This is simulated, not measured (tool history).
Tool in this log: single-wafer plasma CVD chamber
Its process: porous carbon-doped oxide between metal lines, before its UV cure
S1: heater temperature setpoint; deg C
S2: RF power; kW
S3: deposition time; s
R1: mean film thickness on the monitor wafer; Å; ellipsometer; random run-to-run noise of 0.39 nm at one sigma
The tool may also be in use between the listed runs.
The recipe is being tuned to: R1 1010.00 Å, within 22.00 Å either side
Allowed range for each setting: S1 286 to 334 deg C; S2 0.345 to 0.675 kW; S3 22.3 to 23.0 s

run    day   S1     S2    S3       R1
  1  0.000  310  0.510  22.3  1242.30
  2  0.067  310  0.510  23.0  1289.50
  3  0.342  312  0.495  23.0  1259.90
  4  0.638  314  0.480  23.0  1230.50
  5  0.667  314  0.410  23.0  1138.90
  6  0.996  316  0.405  23.0  1121.20
  7  1.367  318  0.400  23.0  1101.60
  8  1.496  319  0.395  23.0  1088.70

4 next moves are on the table. One of them brings every result within its allowed miss. Which?
  A  1.625  325  0.385  22.3   ?
  B  1.625  317  0.365  23.0   ?
  C  1.625  323  0.345  22.3   ?
  D  1.625  325  0.350  22.3   ?

move       R1
   A  1012.90
   B  1052.30
   C   966.55
   D   965.05
A: every result lands within tolerance
B: closer than the last run, but not yet in spec
C: takes the biggest miss from the last run beyond its target
D: takes the biggest miss from the last run beyond its target
The right move is A.
